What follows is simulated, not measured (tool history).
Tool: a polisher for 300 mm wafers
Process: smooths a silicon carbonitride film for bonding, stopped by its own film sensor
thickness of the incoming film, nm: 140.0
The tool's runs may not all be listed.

run,hour,flow of slurry (ml/min),pressure of the wafer on the pad (psi),speed of the pad under the wafer (m/s),abrasive content of the slurry,target thickness at which the film sensor stops the polish (Å),time until the film sensor stopped the polish (s)
1,0,255,1.9,0.96,1,1150,137.62
2,1.5,255,1.9,0.96,1,1150,136.31
3,5.7,255,1.7,0.86,0.95,1150,168.64
4,11.8,305,1.7,0.86,0.95,1150,165.69
5,15,305,1.6,0.78,0.9,1150,193.48
6,19.3,305,1.5,0.72,0.85,1150,228.49
7,19.9,305,1.4,0.68,0.85,1150,253.95
8,27.5,300,1.3,0.66,0.85,1150,281.6

The next listed run, before its measurement:
9,30.7,270,0.9,0.52,0.85,1150,?

Run 9 gave time until the film sensor stopped the polish (s) 485.78.
